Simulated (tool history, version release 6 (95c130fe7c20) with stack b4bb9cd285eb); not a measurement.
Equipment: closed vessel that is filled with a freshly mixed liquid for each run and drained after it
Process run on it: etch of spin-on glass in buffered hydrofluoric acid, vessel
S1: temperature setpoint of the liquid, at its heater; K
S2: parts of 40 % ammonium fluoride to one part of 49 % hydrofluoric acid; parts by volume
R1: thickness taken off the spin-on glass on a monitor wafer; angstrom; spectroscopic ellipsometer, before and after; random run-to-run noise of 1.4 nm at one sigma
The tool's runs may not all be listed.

run 1 hour=0.0 | S1=295.15 S2=11.5 time_in_the_liquid_(s)=95 | R1=2596.5
run 2 hour=8.8 | S1=298.65 S2=11.5 time_in_the_liquid_(s)=95 | R1=3144.7
run 3 hour=11.4 | S1=296.15 S2=12.5 time_in_the_liquid_(s)=95 | R1=2511.1
run 4 hour=18.7 | S1=294.65 S2=13.0 time_in_the_liquid_(s)=95 | R1=2243.3
run 5 hour=25.7 | S1=293.65 S2=13.5 time_in_the_liquid_(s)=95 | R1=2058.5
run 6 hour=34.7 | S1=293.65 S2=13.5 time_in_the_liquid_(s)=100 | R1=2134.3
run 7 hour=42.4 | S1=292.65 S2=14.0 time_in_the_liquid_(s)=100 | R1=1948.4

Run 8 comes next. What will it give?
run 8 hour=48.3 | S1=292.15 S2=14.5 time_in_the_liquid_(s)=100 | R1=?

{"run 8": {"R1": 1840.0}}
